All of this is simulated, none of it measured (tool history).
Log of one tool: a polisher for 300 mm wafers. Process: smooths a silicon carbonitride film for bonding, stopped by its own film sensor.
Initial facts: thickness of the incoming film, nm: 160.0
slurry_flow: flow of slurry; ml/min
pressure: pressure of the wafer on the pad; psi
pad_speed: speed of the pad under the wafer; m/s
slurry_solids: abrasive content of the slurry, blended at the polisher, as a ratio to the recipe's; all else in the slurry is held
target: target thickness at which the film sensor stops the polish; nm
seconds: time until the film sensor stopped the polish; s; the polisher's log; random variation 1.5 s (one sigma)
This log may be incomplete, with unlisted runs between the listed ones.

| run | day | slurry_flow | pressure | pad_speed | slurry_solids | target | seconds |
|---|---|---|---|---|---|---|---|
| 1 | 0 | 290 | 2.1 | 1.12 | 1 | 140 | 55.119 |
| 2 | 0.254 | 285 | 1.9 | 1.02 | 0.95 | 140 | 66.151 |
| 3 | 0.508 | 280 | 1.8 | 0.94 | 0.9 | 140 | 78.764 |
| 4 | 0.638 | 280 | 1.8 | 0.94 | 0.9 | 140 | 77.884 |
| 5 | 0.662 | 280 | 1.7 | 0.88 | 0.9 | 140 | 88.11 |
| 6 | 0.992 | 280 | 1.7 | 0.88 | 0.95 | 140 | 84.168 |
| 7 | 1.083 | 280 | 1.6 | 0.82 | 0.95 | 140 | 92.731 |
| 8 | 1.233 | 280 | 1.5 | 0.76 | 0.95 | 140 | 107.01 |

Run 9, settings as shown, results not yet in. Your forecast:
| 9 | 1.454 | 280 | 1.4 | 0.72 | 0.95 | 140 | ? |

Run 9 yielded seconds 118.72 s.
